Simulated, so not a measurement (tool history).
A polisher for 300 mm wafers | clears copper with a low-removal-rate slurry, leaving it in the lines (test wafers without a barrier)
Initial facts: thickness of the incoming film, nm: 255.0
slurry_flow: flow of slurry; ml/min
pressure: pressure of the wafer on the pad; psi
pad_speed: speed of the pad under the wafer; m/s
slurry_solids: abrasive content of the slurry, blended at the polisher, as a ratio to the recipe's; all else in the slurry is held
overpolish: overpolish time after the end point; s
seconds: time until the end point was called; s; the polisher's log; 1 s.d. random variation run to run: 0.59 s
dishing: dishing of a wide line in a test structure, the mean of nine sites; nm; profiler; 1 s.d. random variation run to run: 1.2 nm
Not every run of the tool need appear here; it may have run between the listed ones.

run  hour  slurry_flow  pressure  pad_speed  slurry_solids  overpolish  seconds  dishing
  1   0.0          165       2.9       1.18           1.00          27   86.198   51.977
  2   3.2          150       2.9       1.18           1.00          27   87.089   52.058
  3   8.9          150       3.2       1.18           1.00          27   79.994   56.894
  4  17.4          150       3.2       1.18           0.85          27   81.551   55.742
  5  22.4          150       3.2       1.18           0.95          27   82.696   53.388
  6  25.6          150       3.6       1.20           0.95          31   71.757   67.154
  7  29.9          150       3.8       1.20           0.95          33   68.558   72.795
  8  34.8          165       4.5       1.22           0.95          41   55.774   95.344

Predict the results of run 9:
  9  35.7          165       4.5       1.22           0.95          41        ?        ?

seconds: 56.012 s
dishing: 95.188 nm

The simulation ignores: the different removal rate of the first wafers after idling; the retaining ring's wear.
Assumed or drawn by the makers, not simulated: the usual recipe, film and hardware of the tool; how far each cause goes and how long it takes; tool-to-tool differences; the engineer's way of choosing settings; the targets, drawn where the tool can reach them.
